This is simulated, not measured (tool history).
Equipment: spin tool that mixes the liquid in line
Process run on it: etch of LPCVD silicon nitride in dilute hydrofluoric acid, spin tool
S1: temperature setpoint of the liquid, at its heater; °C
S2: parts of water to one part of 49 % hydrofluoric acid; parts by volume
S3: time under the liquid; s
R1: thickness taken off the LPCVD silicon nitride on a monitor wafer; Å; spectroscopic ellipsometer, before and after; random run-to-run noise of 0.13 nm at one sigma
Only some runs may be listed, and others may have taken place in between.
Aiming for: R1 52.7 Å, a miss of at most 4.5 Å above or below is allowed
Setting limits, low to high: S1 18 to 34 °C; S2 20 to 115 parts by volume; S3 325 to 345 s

run  hour    S1  S2   S3      R1
  1     0    26  65  325  29.238
  2   3.5  26.5  65  325  29.213
  3   9.4  23.5  65  325  25.475
  4  10.2    24  60  325  27.552
  5  14.7    24  70  325   23.88
  6  18.8  24.5  65  325  27.293
  7  25.5    25  65  325  27.429
  8  28.2  25.5  65  325  27.906
  9  32.1    26  65  325  29.252
 10  34.1  26.5  65  325  31.569
 11  40.9  30.5  60  325  44.286
 12  49.9  31.5  60  325  45.572

Consider the 5 candidate settings below. Which is the only one whose results all fall within their allowed miss of target?
  A  58.9  32.5  65  325   ?
  B  58.9  32.5  45  345   ?
  C  58.9  32.5  65  330   ?
  D  58.9  33.5  65  345   ?
  E  58.9  31.5  65  335   ?

move      R1
   A  44.187
   B  67.665
   C  44.867
   D  49.931
   E  42.767
A: lands further from the targets than the last run did
B: takes the result that was furthest off past its target
C: lands further from the targets than the last run did
D: all results land within tolerance of their targets
E: lands further from the targets than the last run did
Go with D: it meets all targets.
